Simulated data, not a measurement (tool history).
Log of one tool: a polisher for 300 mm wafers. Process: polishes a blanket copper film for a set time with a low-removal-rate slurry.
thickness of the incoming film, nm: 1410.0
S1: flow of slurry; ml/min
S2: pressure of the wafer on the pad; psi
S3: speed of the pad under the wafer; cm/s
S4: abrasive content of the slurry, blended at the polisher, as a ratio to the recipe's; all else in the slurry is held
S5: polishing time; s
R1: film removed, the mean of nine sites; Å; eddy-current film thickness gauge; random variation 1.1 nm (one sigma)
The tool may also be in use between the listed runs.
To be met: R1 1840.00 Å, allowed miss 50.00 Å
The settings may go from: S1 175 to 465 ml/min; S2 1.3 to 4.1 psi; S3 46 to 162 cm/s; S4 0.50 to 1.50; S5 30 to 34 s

| run | hour | S1 | S2 | S3 | S4 | S5 | R1 |
|---|---|---|---|---|---|---|---|
| 1 | 0.0 | 295 | 2.7 | 104 | 1.00 | 34 | 1093.10 |
| 2 | 7.6 | 295 | 2.9 | 104 | 1.00 | 34 | 1165.40 |
| 3 | 13.3 | 295 | 2.9 | 104 | 1.00 | 30 | 1035.60 |
| 4 | 19.3 | 295 | 2.6 | 104 | 1.00 | 30 | 938.42 |
| 5 | 27.9 | 265 | 2.6 | 104 | 1.00 | 30 | 925.24 |
| 6 | 33.1 | 280 | 2.8 | 104 | 1.00 | 30 | 991.72 |
| 7 | 41.1 | 295 | 3.0 | 106 | 1.00 | 30 | 1075.20 |
| 8 | 48.0 | 300 | 3.1 | 108 | 1.00 | 30 | 1127.90 |
| 9 | 53.2 | 305 | 3.2 | 110 | 1.00 | 30 | 1176.50 |
| 10 | 56.2 | 305 | 3.2 | 110 | 1.00 | 30 | 1173.70 |
| 11 | 56.7 | 310 | 3.3 | 114 | 1.00 | 30 | 1261.00 |
| 12 | 61.2 | 315 | 3.4 | 116 | 1.00 | 30 | 1335.90 |
| 13 | 68.0 | 320 | 3.5 | 118 | 1.00 | 30 | 1381.60 |
| 14 | 74.9 | 320 | 4.1 | 130 | 1.00 | 30 | 1753.60 |
| 15 | 80.7 | 325 | 4.1 | 130 | 1.00 | 30 | 1755.00 |

4 next moves are on the table. One of them brings every result within its allowed miss. Which?
| A | 86.5 | 375 | 4.1 | 120 | 0.90 | 31 | ? |
| B | 86.5 | 305 | 4.1 | 128 | 1.05 | 32 | ? |
| C | 86.5 | 280 | 4.0 | 128 | 1.05 | 31 | ? |
| D | 86.5 | 300 | 3.9 | 132 | 0.95 | 30 | ? |

| move | R1 |
|---|---|
| A | 1664.00 |
| B | 1856.20 |
| C | 1742.10 |
| D | 1668.10 |
A: further off than the last run
B: meets every target
C: further off than the last run
D: further off than the last run
Move B is the one to make.
